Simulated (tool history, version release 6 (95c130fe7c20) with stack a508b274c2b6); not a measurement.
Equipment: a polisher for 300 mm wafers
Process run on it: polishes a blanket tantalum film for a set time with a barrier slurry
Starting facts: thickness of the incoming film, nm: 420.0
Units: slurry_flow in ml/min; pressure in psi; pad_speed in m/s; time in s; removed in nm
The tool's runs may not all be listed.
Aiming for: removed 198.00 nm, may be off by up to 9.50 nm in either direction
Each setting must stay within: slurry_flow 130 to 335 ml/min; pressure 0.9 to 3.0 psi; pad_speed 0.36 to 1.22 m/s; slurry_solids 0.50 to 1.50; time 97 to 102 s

| run | hour | slurry_flow | pressure | pad_speed | slurry_solids | time | removed |
|---|---|---|---|---|---|---|---|
| 1 | 0.0 | 215 | 1.9 | 0.78 | 1.00 | 97 | 145.01 |
| 2 | 4.9 | 215 | 2.0 | 0.78 | 1.00 | 97 | 148.87 |
| 3 | 8.3 | 215 | 2.2 | 0.78 | 1.00 | 97 | 159.74 |
| 4 | 15.7 | 215 | 2.3 | 0.78 | 1.00 | 97 | 170.92 |
| 5 | 24.6 | 215 | 2.3 | 0.78 | 1.00 | 97 | 169.18 |
| 6 | 28.5 | 165 | 2.3 | 0.78 | 1.00 | 97 | 160.08 |
| 7 | 31.4 | 175 | 2.4 | 0.78 | 1.00 | 97 | 169.47 |
| 8 | 35.1 | 180 | 2.5 | 0.78 | 1.00 | 97 | 173.30 |
| 9 | 36.0 | 185 | 2.6 | 0.78 | 1.00 | 97 | 176.77 |
| 10 | 41.0 | 185 | 2.7 | 0.78 | 1.00 | 97 | 177.32 |
| 11 | 46.7 | 185 | 2.8 | 0.78 | 1.00 | 97 | 188.05 |

Next run, 5 choices. One meets every target within its allowed miss, the rest don't. Which?
| A | 52.4 | 275 | 2.7 | 0.74 | 0.85 | 97 | ? |
| B | 52.4 | 190 | 2.6 | 0.76 | 0.95 | 97 | ? |
| C | 52.4 | 140 | 2.8 | 0.90 | 0.95 | 97 | ? |
| D | 52.4 | 180 | 3.0 | 0.66 | 0.90 | 102 | ? |
| E | 52.4 | 170 | 2.9 | 0.70 | 1.10 | 97 | ? |

| move | removed |
|---|---|
| A | 179.33 |
| B | 177.00 |
| C | 206.89 |
| D | 176.85 |
| E | 182.23 |
A: moves away from the targets compared with the last run
B: moves away from the targets compared with the last run
C: in spec on every target
D: moves away from the targets compared with the last run
E: moves away from the targets compared with the last run
C meets every target.
